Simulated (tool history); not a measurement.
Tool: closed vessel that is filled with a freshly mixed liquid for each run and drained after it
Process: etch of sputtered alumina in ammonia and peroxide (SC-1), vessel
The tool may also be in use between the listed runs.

run  hour  temperature setpoint of the liquid (C)  parts of 29 % ammonia solution to one part of 30 % peroxide (parts by volume)  time in the liquid (s)  thickness taken off the sputtered alumina on a monitor wafer (angstrom)
  1     0                                      56                                                                            0.8                     390                                                                   208.88
  2   5.6                                    59.5                                                                            0.8                     390                                                                   255.55
  3  10.3                                    60.5                                                                            0.8                     390                                                                   268.94
  4  13.2                                    61.5                                                                            0.8                     390                                                                   280.61
  5  21.3                                    61.5                                                                            0.5                     390                                                                   272.39
  6  23.7                                    62.5                                                                            0.5                     390                                                                   283.54
  7  29.7                                      63                                                                            0.5                     390                                                                   292.78

The next listed run, before its measurement:
  8  31.7                                    63.5                                                                            0.5                     390                                                                        ?

Run 8 gave thickness taken off the sputtered alumina on a monitor wafer (angstrom) 296.08.

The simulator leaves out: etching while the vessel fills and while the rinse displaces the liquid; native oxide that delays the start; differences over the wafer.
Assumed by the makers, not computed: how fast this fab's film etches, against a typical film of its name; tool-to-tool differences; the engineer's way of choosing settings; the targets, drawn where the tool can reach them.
